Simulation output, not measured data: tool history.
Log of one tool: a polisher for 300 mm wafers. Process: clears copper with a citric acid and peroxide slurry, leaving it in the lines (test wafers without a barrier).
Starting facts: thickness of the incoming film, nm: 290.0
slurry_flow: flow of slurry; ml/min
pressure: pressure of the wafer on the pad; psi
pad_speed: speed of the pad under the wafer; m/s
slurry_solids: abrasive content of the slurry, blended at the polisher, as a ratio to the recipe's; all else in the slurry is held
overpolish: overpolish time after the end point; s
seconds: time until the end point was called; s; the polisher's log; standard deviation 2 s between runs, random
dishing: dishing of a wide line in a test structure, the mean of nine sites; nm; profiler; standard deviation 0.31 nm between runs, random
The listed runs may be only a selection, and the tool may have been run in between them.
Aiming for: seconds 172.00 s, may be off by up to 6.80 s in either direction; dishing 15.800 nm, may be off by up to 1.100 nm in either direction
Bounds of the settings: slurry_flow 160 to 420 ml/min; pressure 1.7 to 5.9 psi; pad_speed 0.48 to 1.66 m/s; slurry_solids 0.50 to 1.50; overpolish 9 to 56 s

run 1 day=0.000 | slurry_flow=270 pressure=3.8 pad_speed=1.06 slurry_solids=1.00 overpolish=29 | seconds=110.67 dishing=16.646
run 2 day=0.354 | slurry_flow=270 pressure=3.6 pad_speed=1.06 slurry_solids=1.00 overpolish=29 | seconds=119.53 dishing=16.907
run 3 day=0.383 | slurry_flow=270 pressure=3.6 pad_speed=1.06 slurry_solids=1.00 overpolish=18 | seconds=120.78 dishing=14.175
run 4 day=0.462 | slurry_flow=270 pressure=3.6 pad_speed=0.96 slurry_solids=1.00 overpolish=18 | seconds=128.11 dishing=14.254
run 5 day=0.646 | slurry_flow=270 pressure=3.6 pad_speed=0.96 slurry_solids=0.80 overpolish=18 | seconds=137.67 dishing=14.004
run 6 day=0.850 | slurry_flow=270 pressure=3.5 pad_speed=0.96 slurry_solids=0.80 overpolish=19 | seconds=141.30 dishing=13.508
run 7 day=0.883 | slurry_flow=270 pressure=3.4 pad_speed=0.96 slurry_solids=0.80 overpolish=21 | seconds=146.44 dishing=14.498
-- day=1.225 head pressure recalibrated
run 8 day=1.225 | slurry_flow=270 pressure=2.7 pad_speed=0.96 slurry_solids=0.80 overpolish=30 | seconds=162.52 dishing=15.066
run 9 day=1.329 | slurry_flow=270 pressure=2.7 pad_speed=0.96 slurry_solids=0.80 overpolish=31 | seconds=162.94 dishing=15.625
run 10 day=1.421 | slurry_flow=270 pressure=2.7 pad_speed=0.96 slurry_solids=0.80 overpolish=31 | seconds=160.64 dishing=15.335
run 11 day=1.612 | slurry_flow=270 pressure=2.7 pad_speed=0.96 slurry_solids=0.80 overpolish=31 | seconds=161.20 dishing=15.840

5 candidate next runs follow, results not yet known. Just one meets every target within its allowed miss. Identify it.
run A day=1.804 | slurry_flow=215 pressure=2.2 pad_speed=1.04 slurry_solids=0.70 overpolish=41 | seconds=? dishing=?
run B day=1.804 | slurry_flow=195 pressure=2.3 pad_speed=1.06 slurry_solids=0.50 overpolish=38 | seconds=? dishing=?
run C day=1.804 | slurry_flow=300 pressure=2.5 pad_speed=0.86 slurry_solids=0.75 overpolish=40 | seconds=? dishing=?
run D day=1.804 | slurry_flow=265 pressure=2.4 pad_speed=0.86 slurry_solids=0.90 overpolish=42 | seconds=? dishing=?
run E day=1.804 | slurry_flow=290 pressure=2.4 pad_speed=1.00 slurry_solids=0.80 overpolish=37 | seconds=? dishing=?

move=A seconds=187.97 dishing=15.743
move=B seconds=188.75 dishing=15.565
move=C seconds=192.91 dishing=15.747
move=D seconds=195.35 dishing=15.817
move=E seconds=171.95 dishing=15.773
A: pushes the last run's worst result past its target
B: pushes the last run's worst result past its target
C: pushes the last run's worst result past its target
D: pushes the last run's worst result past its target
E: all results in spec
Go with E: it meets all targets.
